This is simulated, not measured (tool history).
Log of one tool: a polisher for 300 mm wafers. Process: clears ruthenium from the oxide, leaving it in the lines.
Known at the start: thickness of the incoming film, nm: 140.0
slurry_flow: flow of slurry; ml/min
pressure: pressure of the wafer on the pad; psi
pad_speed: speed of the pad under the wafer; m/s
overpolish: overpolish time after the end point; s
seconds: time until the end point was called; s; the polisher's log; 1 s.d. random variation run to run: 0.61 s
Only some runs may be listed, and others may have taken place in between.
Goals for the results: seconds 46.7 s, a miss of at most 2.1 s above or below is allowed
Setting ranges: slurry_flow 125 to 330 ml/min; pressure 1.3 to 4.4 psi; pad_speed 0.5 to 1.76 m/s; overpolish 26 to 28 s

| run | hour | slurry_flow | pressure | pad_speed | overpolish | seconds |
|---|---|---|---|---|---|---|
| 1 | 0 | 210 | 2.8 | 1.12 | 26 | 75.924 |
| 2 | 7.2 | 210 | 2.9 | 1.12 | 26 | 73.037 |
| 3 | 10.9 | 210 | 2.9 | 1.12 | 26 | 73.474 |
| 4 | 17.3 | 210 | 2.4 | 1.12 | 26 | 86.165 |
| 5 | 24.5 | 210 | 2.6 | 1.12 | 26 | 82.328 |
| 6 | 30.5 | 210 | 2.8 | 1.12 | 26 | 75.775 |
|  | 32.7 | head pressure recalibrated |
| 7 | 32.7 | 210 | 2.9 | 1.12 | 26 | 65.743 |
| 8 | 37.2 | 210 | 3 | 1.12 | 26 | 62.363 |
| 9 | 40.2 | 215 | 3.8 | 1.14 | 26 | 49.967 |

Pick the move, out of 4, that brings all results within their allowed miss; only one does.
| A | 43.2 | 230 | 3.8 | 1.04 | 26 | ? |
| B | 43.2 | 225 | 3 | 1.4 | 28 | ? |
| C | 43.2 | 225 | 3.4 | 1.22 | 26 | ? |
| D | 43.2 | 215 | 3.3 | 1.48 | 26 | ? |

| move | seconds |
|---|---|
| A | 52.971 |
| B | 53.695 |
| C | 52.777 |
| D | 47.367 |
A: its largest miss is bigger than the last run's
B: its largest miss is bigger than the last run's
C: its largest miss is bigger than the last run's
D: every result within its allowed miss
Correct choice: D, which meets every target
